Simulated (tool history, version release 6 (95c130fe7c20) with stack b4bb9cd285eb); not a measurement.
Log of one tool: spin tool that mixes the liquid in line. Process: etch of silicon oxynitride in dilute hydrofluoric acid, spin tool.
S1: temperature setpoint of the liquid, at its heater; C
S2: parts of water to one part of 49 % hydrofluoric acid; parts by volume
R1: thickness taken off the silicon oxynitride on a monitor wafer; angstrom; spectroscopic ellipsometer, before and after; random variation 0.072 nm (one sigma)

{"run": 1, "hour": 0.0, "S1": 25.0, "S2": 95, "time under the liquid (s)": 75, "R1": 31.678}
{"run": 2, "hour": 8.8, "S1": 21.5, "S2": 95, "time under the liquid (s)": 75, "R1": 27.025}
{"run": 3, "hour": 17.7, "S1": 23.5, "S2": 95, "time under the liquid (s)": 75, "R1": 29.086}
{"run": 4, "hour": 23.8, "S1": 24.5, "S2": 90, "time under the liquid (s)": 75, "R1": 32.458}
{"run": 5, "hour": 25.0, "S1": 24.5, "S2": 115, "time under the liquid (s)": 75, "R1": 24.496}
{"run": 6, "hour": 28.1, "S1": 26.5, "S2": 115, "time under the liquid (s)": 75, "R1": 27.379}
{"run": 7, "hour": 36.3, "S1": 27.5, "S2": 105, "time under the liquid (s)": 75, "R1": 31.851}
{"run": 8, "hour": 45.2, "S1": 28.0, "S2": 100, "time under the liquid (s)": 75, "R1": 34.202}

Forecast run 9:
{"run": 9, "hour": 53.6, "S1": 32.0, "S2": 60, "time under the liquid (s)": 75, "R1": "?"}

Run 9 gave R1 70.809 angstrom.
